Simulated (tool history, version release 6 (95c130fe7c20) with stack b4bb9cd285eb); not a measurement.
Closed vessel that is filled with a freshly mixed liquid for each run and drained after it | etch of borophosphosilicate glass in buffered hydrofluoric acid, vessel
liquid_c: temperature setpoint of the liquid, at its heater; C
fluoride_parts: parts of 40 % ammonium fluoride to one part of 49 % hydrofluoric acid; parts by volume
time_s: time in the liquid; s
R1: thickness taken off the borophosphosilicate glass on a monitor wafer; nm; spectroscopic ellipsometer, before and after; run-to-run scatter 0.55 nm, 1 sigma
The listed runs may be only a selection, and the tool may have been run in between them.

run 1 hour=0 | liquid_c=21 fluoride_parts=13.5 time_s=90 | R1=88.567
run 2 hour=1.5 | liquid_c=20.5 fluoride_parts=13.5 time_s=90 | R1=87.166
run 3 hour=7.4 | liquid_c=20 fluoride_parts=13.5 time_s=90 | R1=83.036
run 4 hour=15 | liquid_c=20 fluoride_parts=13.5 time_s=100 | R1=94.238
run 5 hour=16 | liquid_c=23.5 fluoride_parts=13.5 time_s=100 | R1=113.06
run 6 hour=21.3 | liquid_c=21.5 fluoride_parts=13.5 time_s=100 | R1=100.21
run 7 hour=26.3 | liquid_c=21 fluoride_parts=14 time_s=100 | R1=95.616

Predict the results of run 8:
run 8 hour=32 | liquid_c=17 fluoride_parts=17.5 time_s=100 | R1=?

{"run 8": {"R1": 60.492}}
